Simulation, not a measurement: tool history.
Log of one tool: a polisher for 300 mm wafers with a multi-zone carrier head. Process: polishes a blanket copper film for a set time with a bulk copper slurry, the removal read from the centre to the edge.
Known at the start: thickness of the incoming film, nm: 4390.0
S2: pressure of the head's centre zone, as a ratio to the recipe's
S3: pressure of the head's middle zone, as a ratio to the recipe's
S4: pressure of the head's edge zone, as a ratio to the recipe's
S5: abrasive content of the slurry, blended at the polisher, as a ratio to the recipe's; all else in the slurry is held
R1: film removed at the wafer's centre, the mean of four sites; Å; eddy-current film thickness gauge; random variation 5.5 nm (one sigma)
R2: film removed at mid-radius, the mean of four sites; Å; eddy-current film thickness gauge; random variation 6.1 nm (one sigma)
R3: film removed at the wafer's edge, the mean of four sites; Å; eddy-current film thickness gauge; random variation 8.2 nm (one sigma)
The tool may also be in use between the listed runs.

{"run": 1, "hour": 0.0, "flow of slurry (ml/min)": 315, "S2": 1, "S3": 1, "S4": 1, "S5": 1, "polishing time (s)": 64, "R1": 8277.4, "R2": 8123.3, "R3": 8457.7}
{"run": 2, "hour": 0.8, "flow of slurry (ml/min)": 315, "S2": 0.97, "S3": 1.01, "S4": 0.97, "S5": 0.85, "polishing time (s)": 60, "R1": 7179.8, "R2": 7515.9, "R3": 7398.8}
{"run": 3, "hour": 5.7, "flow of slurry (ml/min)": 315, "S2": 0.97, "S3": 0.96, "S4": 0.97, "S5": 0.85, "polishing time (s)": 60, "R1": 7086.1, "R2": 7015.9, "R3": 7585.9}
{"run": 4, "hour": 10.3, "flow of slurry (ml/min)": 315, "S2": 0.95, "S3": 0.97, "S4": 0.94, "S5": 0.75, "polishing time (s)": 58, "R1": 6721.3, "R2": 6842, "R3": 7154.4}
{"run": 5, "hour": 17.3, "flow of slurry (ml/min)": 315, "S2": 0.95, "S3": 0.97, "S4": 0.98, "S5": 0.75, "polishing time (s)": 58, "R1": 6734.6, "R2": 6821.2, "R3": 6975.5}
{"run": 6, "hour": 18.6, "flow of slurry (ml/min)": 315, "S2": 0.92, "S3": 0.97, "S4": 0.98, "S5": 0.7, "polishing time (s)": 56, "R1": 6244.2, "R2": 6467.3, "R3": 6705.9}
{"run": 7, "hour": 24.3, "flow of slurry (ml/min)": 315, "S2": 0.92, "S3": 0.97, "S4": 0.98, "S5": 0.7, "polishing time (s)": 56, "R1": 6223, "R2": 6513.4, "R3": 6662.3}

Forecast run 8:
{"run": 8, "hour": 27.5, "flow of slurry (ml/min)": 315, "S2": 0.84, "S3": 0.98, "S4": 0.88, "S5": 0.5, "polishing time (s)": 51, "R1": "?", "R2": "?", "R3": "?"}

R1: 4848.9 Å
R2: 5752.5 Å
R3: 5595.5 Å

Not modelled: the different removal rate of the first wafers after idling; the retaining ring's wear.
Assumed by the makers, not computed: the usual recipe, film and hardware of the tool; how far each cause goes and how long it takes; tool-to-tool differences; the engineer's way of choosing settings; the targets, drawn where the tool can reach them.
